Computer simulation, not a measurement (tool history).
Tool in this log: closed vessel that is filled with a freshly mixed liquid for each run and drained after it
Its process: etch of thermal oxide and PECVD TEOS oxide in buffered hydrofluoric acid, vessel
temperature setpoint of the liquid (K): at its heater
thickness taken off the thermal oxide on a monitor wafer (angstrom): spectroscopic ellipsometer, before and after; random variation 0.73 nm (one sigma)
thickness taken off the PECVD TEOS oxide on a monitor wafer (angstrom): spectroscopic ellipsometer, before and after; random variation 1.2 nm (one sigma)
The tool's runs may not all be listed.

| run | hour | temperature setpoint of the liquid (K) | parts of 40 % ammonium fluoride to one part of 49 % hydrofluoric acid (parts by volume) | time in the liquid (s) | thickness taken off the thermal oxide on a monitor wafer (angstrom) | thickness taken off the PECVD TEOS oxide on a monitor wafer (angstrom) |
|---|---|---|---|---|---|---|
| 1 | 0.0 | 296.15 | 9.0 | 60 | 654.92 | 1296.5 |
| 2 | 6.6 | 297.15 | 9.0 | 60 | 699.80 | 1370.8 |
| 3 | 9.2 | 297.15 | 7.0 | 60 | 917.58 | 1796.6 |
| 4 | 10.1 | 297.15 | 7.0 | 35 | 531.12 | 1047.4 |
| 5 | 12.5 | 299.65 | 7.0 | 35 | 606.78 | 1198.8 |
| 6 | 16.0 | 299.65 | 8.0 | 35 | 530.79 | 1049.1 |
| 7 | 17.7 | 300.65 | 7.5 | 35 | 599.90 | 1166.2 |
| 8 | 23.2 | 301.15 | 7.0 | 35 | 661.59 | 1310.9 |
| 9 | 31.3 | 301.65 | 6.5 | 35 | 729.90 | 1430.7 |
| 10 | 36.6 | 302.15 | 6.5 | 35 | 734.87 | 1440.0 |
| 11 | 40.1 | 302.65 | 6.5 | 35 | 765.46 | 1520.1 |

Predict the results of run 12:
| 12 | 43.8 | 303.15 | 6.5 | 35 | ? | ? |

thickness taken off the thermal oxide on a monitor wafer (angstrom): 782.11
thickness taken off the PECVD TEOS oxide on a monitor wafer (angstrom): 1537.7
